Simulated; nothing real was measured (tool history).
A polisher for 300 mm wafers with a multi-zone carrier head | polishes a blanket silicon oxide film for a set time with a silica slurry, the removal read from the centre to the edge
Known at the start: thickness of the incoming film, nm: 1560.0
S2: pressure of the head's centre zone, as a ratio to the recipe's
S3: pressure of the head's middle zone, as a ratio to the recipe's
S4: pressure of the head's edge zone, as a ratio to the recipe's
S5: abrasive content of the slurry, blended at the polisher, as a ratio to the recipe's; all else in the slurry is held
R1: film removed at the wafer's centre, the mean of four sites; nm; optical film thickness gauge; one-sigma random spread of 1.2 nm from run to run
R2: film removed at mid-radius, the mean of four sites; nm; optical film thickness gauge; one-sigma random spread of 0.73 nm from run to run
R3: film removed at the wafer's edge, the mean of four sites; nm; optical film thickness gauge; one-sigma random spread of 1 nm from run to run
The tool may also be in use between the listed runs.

{"run": 1, "hour": 0.0, "flow of slurry (ml/min)": 155, "S2": 1, "S3": 1, "S4": 1, "S5": 1, "polishing time (s)": 84, "R1": 247.51, "R2": 255.26, "R3": 246.11}
{"run": 2, "hour": 4.7, "flow of slurry (ml/min)": 145, "S2": 0.97, "S3": 0.97, "S4": 0.98, "S5": 0.9, "polishing time (s)": 76, "R1": 196.47, "R2": 203.48, "R3": 208.19}
{"run": 3, "hour": 12.0, "flow of slurry (ml/min)": 145, "S2": 0.97, "S3": 0.97, "S4": 0.98, "S5": 0.9, "polishing time (s)": 96, "R1": 250.75, "R2": 257.02, "R3": 251.88}
{"run": 4, "hour": 20.2, "flow of slurry (ml/min)": 140, "S2": 0.96, "S3": 0.96, "S4": 0.95, "S5": 0.8, "polishing time (s)": 87, "R1": 199.02, "R2": 208.52, "R3": 207.29}
{"run": 5, "hour": 27.9, "flow of slurry (ml/min)": 135, "S2": 0.96, "S3": 0.94, "S4": 0.92, "S5": 0.75, "polishing time (s)": 82, "R1": 178.16, "R2": 179.54, "R3": 179}
{"run": 6, "hour": 33.4, "flow of slurry (ml/min)": 135, "S2": 0.96, "S3": 0.94, "S4": 0.86, "S5": 0.75, "polishing time (s)": 82, "R1": 176.51, "R2": 178.76, "R3": 171.91}
{"run": 7, "hour": 38.3, "flow of slurry (ml/min)": 130, "S2": 0.94, "S3": 0.92, "S4": 0.85, "S5": 0.7, "polishing time (s)": 80, "R1": 157.12, "R2": 159.65, "R3": 159.36}
{"run": 8, "hour": 43.4, "flow of slurry (ml/min)": 130, "S2": 0.88, "S3": 0.88, "S4": 0.81, "S5": 0.5, "polishing time (s)": 62, "R1": 66.314, "R2": 68.687, "R3": 69.476}
{"run": 9, "hour": 48.7, "flow of slurry (ml/min)": 125, "S2": 0.91, "S3": 0.92, "S4": 0.89, "S5": 0.5, "polishing time (s)": 60, "R1": 64.524, "R2": 68.476, "R3": 69.648}
{"run": 10, "hour": 51.4, "flow of slurry (ml/min)": 170, "S2": 1.01, "S3": 0.99, "S4": 0.99, "S5": 0.75, "polishing time (s)": 62, "R1": 149.48, "R2": 145.05, "R3": 144.38}
{"run": 11, "hour": 56.3, "flow of slurry (ml/min)": 160, "S2": 0.99, "S3": 0.97, "S4": 0.96, "S5": 0.75, "polishing time (s)": 62, "R1": 146.46, "R2": 144.46, "R3": 141.87}
{"run": 12, "hour": 60.6, "flow of slurry (ml/min)": 150, "S2": 0.98, "S3": 0.96, "S4": 0.95, "S5": 0.75, "polishing time (s)": 62, "R1": 139.61, "R2": 141.87, "R3": 142.09}
{"run": 13, "hour": 68.3, "flow of slurry (ml/min)": 155, "S2": 0.96, "S3": 0.95, "S4": 0.95, "S5": 0.75, "polishing time (s)": 62, "R1": 138.38, "R2": 141.72, "R3": 141.73}
{"run": 14, "hour": 75.4, "flow of slurry (ml/min)": 145, "S2": 0.96, "S3": 0.95, "S4": 0.95, "S5": 0.75, "polishing time (s)": 62, "R1": 137.81, "R2": 139.18, "R3": 138.76}
{"run": 15, "hour": 78.6, "flow of slurry (ml/min)": 145, "S2": 0.95, "S3": 0.94, "S4": 0.95, "S5": 0.75, "polishing time (s)": 62, "R1": 134.88, "R2": 139.28, "R3": 142.31}

What will run 16 give?
{"run": 16, "hour": 85.4, "flow of slurry (ml/min)": 140, "S2": 0.95, "S3": 0.94, "S4": 0.96, "S5": 0.75, "polishing time (s)": 62, "R1": "?", "R2": "?", "R3": "?"}

{"run 16": {"R1": 135.9, "R2": 136.94, "R3": 140.31}}

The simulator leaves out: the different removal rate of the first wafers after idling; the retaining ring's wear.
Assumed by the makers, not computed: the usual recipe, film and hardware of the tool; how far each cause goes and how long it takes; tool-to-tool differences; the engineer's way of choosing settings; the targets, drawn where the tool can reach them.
